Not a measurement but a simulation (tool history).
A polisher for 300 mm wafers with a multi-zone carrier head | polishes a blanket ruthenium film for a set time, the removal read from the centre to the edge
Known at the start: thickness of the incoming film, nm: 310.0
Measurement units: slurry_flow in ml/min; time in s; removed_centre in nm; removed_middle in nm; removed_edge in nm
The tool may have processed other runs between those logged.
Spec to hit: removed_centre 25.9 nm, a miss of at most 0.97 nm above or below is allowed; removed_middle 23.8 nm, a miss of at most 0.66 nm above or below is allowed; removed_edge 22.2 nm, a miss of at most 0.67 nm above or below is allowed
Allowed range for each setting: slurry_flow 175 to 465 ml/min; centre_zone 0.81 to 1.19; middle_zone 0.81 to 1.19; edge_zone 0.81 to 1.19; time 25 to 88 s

| run | hour | slurry_flow | centre_zone | middle_zone | edge_zone | time | removed_centre | removed_middle | removed_edge |
|---|---|---|---|---|---|---|---|---|---|
| 1 | 0 | 295 | 1 | 1 | 1 | 56 | 31.493 | 30.719 | 31.174 |
| 2 | 5.7 | 295 | 1.01 | 1 | 0.96 | 53 | 29.902 | 29.049 | 28.566 |
| 3 | 13.6 | 295 | 1.02 | 0.99 | 0.93 | 51 | 29.338 | 27.418 | 27.291 |
| 4 | 22.6 | 295 | 1.02 | 1.04 | 0.93 | 51 | 29.047 | 28.869 | 27.301 |
| 5 | 23.9 | 295 | 1.03 | 1.03 | 0.91 | 49 | 28.357 | 27.564 | 26.195 |
| 6 | 31 | 295 | 1.03 | 1.03 | 0.86 | 49 | 28.511 | 27.426 | 25.627 |
| 7 | 40 | 290 | 1.04 | 1.03 | 0.85 | 47 | 27.346 | 26.313 | 23.975 |
| 8 | 42.7 | 275 | 1.04 | 1.02 | 0.84 | 47 | 27.651 | 26.317 | 24.137 |
| 9 | 50.2 | 275 | 1.04 | 1.01 | 0.83 | 46 | 26.232 | 24.731 | 23.371 |
| 10 | 55.5 | 270 | 1.05 | 1.01 | 0.83 | 46 | 27.176 | 24.783 | 23.279 |
| 11 | 63.1 | 260 | 1.05 | 1.01 | 0.83 | 46 | 26.567 | 25.357 | 22.897 |
| 12 | 71.2 | 255 | 1.05 | 1 | 0.83 | 46 | 25.95 | 24.726 | 23.106 |
| 13 | 77 | 250 | 1.06 | 1 | 0.83 | 46 | 27.108 | 24.988 | 22.822 |
| 14 | 77.7 | 245 | 1.06 | 0.99 | 0.83 | 46 | 27.087 | 24.583 | 23.148 |
| 15 | 79.6 | 240 | 1.06 | 0.99 | 0.83 | 46 | 26.259 | 24.308 | 23.575 |
| 16 | 87 | 250 | 1.06 | 0.99 | 0.83 | 46 | 26.748 | 25 | 23.559 |
| 17 | 91.1 | 230 | 1.08 | 1 | 0.81 | 43 | 25.491 | 23.243 | 21.617 |

Of the 4 settings listed for the next run, only one would bring every result within its allowed miss of target. Which one?
| A | 95.2 | 340 | 1.16 | 1.11 | 0.81 | 39 | ? | ? | ? |
| B | 95.2 | 225 | 1.07 | 1.08 | 0.81 | 41 | ? | ? | ? |
| C | 95.2 | 245 | 1.05 | 0.99 | 0.81 | 45 | ? | ? | ? |
| D | 95.2 | 180 | 1.12 | 1.09 | 0.81 | 44 | ? | ? | ? |

| move | removed_centre | removed_middle | removed_edge |
|---|---|---|---|
| A | 26.019 | 23.814 | 20.11 |
| B | 23.882 | 23.296 | 20.38 |
| C | 26.052 | 24.043 | 22.6 |
| D | 25.699 | 24.232 | 21.251 |
A: further off than the last run
B: further off than the last run
C: hits every target within its allowed miss
D: further off than the last run
C is the move that brings every result within its allowed miss.
